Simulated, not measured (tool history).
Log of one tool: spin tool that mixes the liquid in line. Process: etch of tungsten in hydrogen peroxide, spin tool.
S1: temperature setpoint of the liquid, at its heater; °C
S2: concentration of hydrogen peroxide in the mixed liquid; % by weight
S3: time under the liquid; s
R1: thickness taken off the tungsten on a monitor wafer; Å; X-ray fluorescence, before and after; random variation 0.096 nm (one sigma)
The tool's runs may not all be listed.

run 1 hour=0.0 | S1=43.0 S2=23.5 S3=15 | R1=158.39
run 2 hour=6.2 | S1=46.5 S2=23.5 S3=15 | R1=197.88
run 3 hour=12.6 | S1=46.5 S2=25.5 S3=15 | R1=207.30
run 4 hour=13.8 | S1=46.5 S2=25.5 S3=15 | R1=206.86
run 5 hour=18.9 | S1=47.5 S2=25.5 S3=15 | R1=219.39
run 6 hour=25.2 | S1=47.5 S2=22.5 S3=15 | R1=207.36
run 7 hour=30.2 | S1=48.5 S2=22.5 S3=15 | R1=221.26
run 8 hour=31.1 | S1=49.5 S2=22.5 S3=15 | R1=233.11
run 9 hour=39.2 | S1=50.5 S2=22.5 S3=15 | R1=247.66

Run 10 comes next. What will it give?
run 10 hour=42.4 | S1=51.0 S2=22.5 S3=15 | R1=?

R1: 256.39 Å
